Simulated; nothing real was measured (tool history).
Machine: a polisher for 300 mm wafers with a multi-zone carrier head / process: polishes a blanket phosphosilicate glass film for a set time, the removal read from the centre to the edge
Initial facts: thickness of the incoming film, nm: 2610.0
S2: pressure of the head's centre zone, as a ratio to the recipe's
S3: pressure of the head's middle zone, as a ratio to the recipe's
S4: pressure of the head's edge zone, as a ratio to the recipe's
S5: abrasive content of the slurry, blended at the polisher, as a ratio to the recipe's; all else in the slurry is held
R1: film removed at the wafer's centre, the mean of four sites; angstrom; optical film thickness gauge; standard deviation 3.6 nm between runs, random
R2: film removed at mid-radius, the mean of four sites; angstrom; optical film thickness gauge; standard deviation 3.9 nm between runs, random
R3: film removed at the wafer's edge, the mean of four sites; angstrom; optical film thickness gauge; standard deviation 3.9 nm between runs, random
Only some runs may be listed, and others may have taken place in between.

run 1 hour=0 | flow_of_slurry_(ml/min)=155 S2=1 S3=1 S4=1 S5=1 polishing_time_(s)=77 | R1=5203.6 R2=5243.1 R3=5210.1
run 2 hour=5.6 | flow_of_slurry_(ml/min)=155 S2=0.99 S3=1.01 S4=0.96 S5=0.85 polishing_time_(s)=74 | R1=4630.1 R2=4664.2 R3=4540.1
run 3 hour=10.2 | flow_of_slurry_(ml/min)=155 S2=0.91 S3=1.01 S4=0.96 S5=0.85 polishing_time_(s)=74 | R1=4359 R2=4793.9 R3=4486.2
run 4 hour=12.6 | flow_of_slurry_(ml/min)=155 S2=0.91 S3=0.94 S4=0.96 S5=0.85 polishing_time_(s)=74 | R1=4318.1 R2=4500.5 R3=4481.7
run 5 hour=17.3 | flow_of_slurry_(ml/min)=155 S2=0.91 S3=0.95 S4=0.92 S5=0.75 polishing_time_(s)=73 | R1=4067.9 R2=4209.1 R3=4117.5
run 6 hour=24.3 | flow_of_slurry_(ml/min)=155 S2=0.91 S3=0.95 S4=0.92 S5=0.75 polishing_time_(s)=59 | R1=3239.4 R2=3526.7 R3=3378.2
run 7 hour=28 | flow_of_slurry_(ml/min)=160 S2=0.92 S3=0.96 S4=0.9 S5=0.75 polishing_time_(s)=59 | R1=3334.8 R2=3520.5 R3=3360.2

Forecast run 8:
run 8 hour=29.4 | flow_of_slurry_(ml/min)=160 S2=0.92 S3=0.96 S4=0.9 S5=0.75 polishing_time_(s)=59 | R1=? R2=? R3=?

Logged for run 8: R1 3346.8 angstrom, R2 3489.6 angstrom, R3 3253.8 angstrom.

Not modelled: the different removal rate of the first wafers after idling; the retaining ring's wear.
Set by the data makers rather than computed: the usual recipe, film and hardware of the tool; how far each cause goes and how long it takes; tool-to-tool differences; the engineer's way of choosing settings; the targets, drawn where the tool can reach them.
